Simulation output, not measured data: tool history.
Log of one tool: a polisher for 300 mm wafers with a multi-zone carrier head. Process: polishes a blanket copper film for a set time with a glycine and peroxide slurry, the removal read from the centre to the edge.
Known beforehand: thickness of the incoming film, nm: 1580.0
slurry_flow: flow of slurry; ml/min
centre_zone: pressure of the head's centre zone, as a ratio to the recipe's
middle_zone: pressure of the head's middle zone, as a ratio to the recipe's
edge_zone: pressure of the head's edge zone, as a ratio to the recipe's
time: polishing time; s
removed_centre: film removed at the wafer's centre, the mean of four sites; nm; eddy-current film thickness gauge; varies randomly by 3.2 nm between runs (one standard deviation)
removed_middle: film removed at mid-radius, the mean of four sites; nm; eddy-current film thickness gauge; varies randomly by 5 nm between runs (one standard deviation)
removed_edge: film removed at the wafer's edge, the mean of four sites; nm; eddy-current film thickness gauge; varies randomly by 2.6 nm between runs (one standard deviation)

run  hour  slurry_flow  centre_zone  middle_zone  edge_zone  time  removed_centre  removed_middle  removed_edge
  1     0          235            1            1          1    51          244.73          243.57        241.71
  2   8.8          285            1            1          1    51          252.01          255.35         244.7
  3  13.7          285            1            1       1.04    51          246.59          248.58        249.03
  4  18.9          285            1         1.03       1.06    54          269.41          271.66        263.83
  5    22          285         0.97         1.04       1.07    57          274.82           293.4        282.66
  6  23.5          285         1.01         1.04       1.07    57          282.24          292.06        282.22
  7  24.5          285            1         1.05       1.09    59          294.82           300.7        296.81
  8  27.4          285         0.98         1.06        1.1    60          287.53          310.69        302.06

What will run 9 give?
  9    33          290         0.98         1.07       1.11    61               ?               ?             ?

removed_centre: 294.6 nm
removed_middle: 314.6 nm
removed_edge: 306.68 nm

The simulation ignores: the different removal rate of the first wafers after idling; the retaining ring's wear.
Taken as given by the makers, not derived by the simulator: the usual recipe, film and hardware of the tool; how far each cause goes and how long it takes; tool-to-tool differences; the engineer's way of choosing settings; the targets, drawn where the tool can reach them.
